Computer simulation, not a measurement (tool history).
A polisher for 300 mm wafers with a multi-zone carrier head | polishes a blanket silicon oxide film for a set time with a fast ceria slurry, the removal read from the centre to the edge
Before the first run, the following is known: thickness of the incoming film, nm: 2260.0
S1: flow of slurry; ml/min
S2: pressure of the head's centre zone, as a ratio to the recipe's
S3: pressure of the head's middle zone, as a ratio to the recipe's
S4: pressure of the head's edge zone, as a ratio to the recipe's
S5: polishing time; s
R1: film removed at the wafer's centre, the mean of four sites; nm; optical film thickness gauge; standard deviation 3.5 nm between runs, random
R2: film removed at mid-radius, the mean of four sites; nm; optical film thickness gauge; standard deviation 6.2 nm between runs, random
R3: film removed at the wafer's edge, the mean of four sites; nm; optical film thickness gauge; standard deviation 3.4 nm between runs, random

{"run": 1, "hour": 0.0, "S1": 190, "S2": 1, "S3": 1, "S4": 1, "S5": 45, "R1": 715.69, "R2": 718.24, "R3": 725.5}
{"run": 2, "hour": 1.5, "S1": 190, "S2": 1, "S3": 1.04, "S4": 1, "S5": 45, "R1": 704.77, "R2": 736.02, "R3": 721.8}
{"run": 3, "hour": 7.1, "S1": 150, "S2": 1, "S3": 1.04, "S4": 1, "S5": 45, "R1": 684.89, "R2": 719.78, "R3": 708.84}
{"run": 4, "hour": 11.9, "S1": 145, "S2": 0.97, "S3": 1.04, "S4": 0.98, "S5": 42, "R1": 633.49, "R2": 670.65, "R3": 645.14}
{"run": 5, "hour": 14.7, "S1": 145, "S2": 1.03, "S3": 1.04, "S4": 0.98, "S5": 42, "R1": 660.22, "R2": 659.85, "R3": 652.23}
{"run": 6, "hour": 17.6, "S1": 140, "S2": 1, "S3": 1.04, "S4": 0.99, "S5": 39, "R1": 606.68, "R2": 618.95, "R3": 609.96}

The next listed run, before its measurement:
{"run": 7, "hour": 19.3, "S1": 135, "S2": 0.97, "S3": 1.05, "S4": 1, "S5": 36, "R1": "?", "R2": "?", "R3": "?"}

Run 7 measured R1 533.09 nm, R2 572.41 nm, R3 565.06 nm.
